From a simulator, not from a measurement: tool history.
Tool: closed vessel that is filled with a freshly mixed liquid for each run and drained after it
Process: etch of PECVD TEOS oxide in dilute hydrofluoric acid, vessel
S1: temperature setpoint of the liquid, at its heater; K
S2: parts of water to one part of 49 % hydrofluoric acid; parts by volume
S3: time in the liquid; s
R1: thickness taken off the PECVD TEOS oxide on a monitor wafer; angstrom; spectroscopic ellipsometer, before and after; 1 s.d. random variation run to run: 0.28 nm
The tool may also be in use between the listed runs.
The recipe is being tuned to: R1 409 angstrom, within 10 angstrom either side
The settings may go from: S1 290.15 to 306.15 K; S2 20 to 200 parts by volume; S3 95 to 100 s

{"run": 1, "day": 0.0, "S1": 298.15, "S2": 110, "S3": 95, "R1": 196.86}
{"run": 2, "day": 0.225, "S1": 299.65, "S2": 100, "S3": 95, "R1": 231.22}
{"run": 3, "day": 0.558, "S1": 300.65, "S2": 95, "S3": 95, "R1": 255.84}
{"run": 4, "day": 0.862, "S1": 301.65, "S2": 90, "S3": 95, "R1": 282.99}
{"run": 5, "day": 1.229, "S1": 302.65, "S2": 85, "S3": 95, "R1": 313.79}
{"run": 6, "day": 1.438, "S1": 302.65, "S2": 60, "S3": 95, "R1": 465.54}
{"run": 7, "day": 1.462, "S1": 302.15, "S2": 60, "S3": 95, "R1": 458.26}
{"run": 8, "day": 1.567, "S1": 301.65, "S2": 60, "S3": 95, "R1": 452.22}
{"run": 9, "day": 1.675, "S1": 301.15, "S2": 60, "S3": 95, "R1": 434.78}
{"run": 10, "day": 1.854, "S1": 300.65, "S2": 60, "S3": 95, "R1": 426.48}
{"run": 11, "day": 1.975, "S1": 300.15, "S2": 60, "S3": 95, "R1": 420.06}

Of the 5 settings listed for the next run, only one would bring every result within its allowed miss of target. Which one?
{"run": "A", "day": 2.096, "S1": 299.65, "S2": 55, "S3": 95, "R1": "?"}
{"run": "B", "day": 2.096, "S1": 297.15, "S2": 55, "S3": 100, "R1": "?"}
{"run": "C", "day": 2.096, "S1": 304.15, "S2": 70, "S3": 100, "R1": "?"}
{"run": "D", "day": 2.096, "S1": 300.65, "S2": 60, "S3": 95, "R1": "?"}
{"run": "E", "day": 2.096, "S1": 302.65, "S2": 70, "S3": 100, "R1": "?"}

move=A R1=450.81
move=B R1=429
move=C R1=433.49
move=D R1=426.6
move=E R1=409.4
A: misses by more than the last run did
B: misses by more than the last run did
C: misses by more than the last run did
D: misses by more than the last run did
E: meets every target
Answer: E

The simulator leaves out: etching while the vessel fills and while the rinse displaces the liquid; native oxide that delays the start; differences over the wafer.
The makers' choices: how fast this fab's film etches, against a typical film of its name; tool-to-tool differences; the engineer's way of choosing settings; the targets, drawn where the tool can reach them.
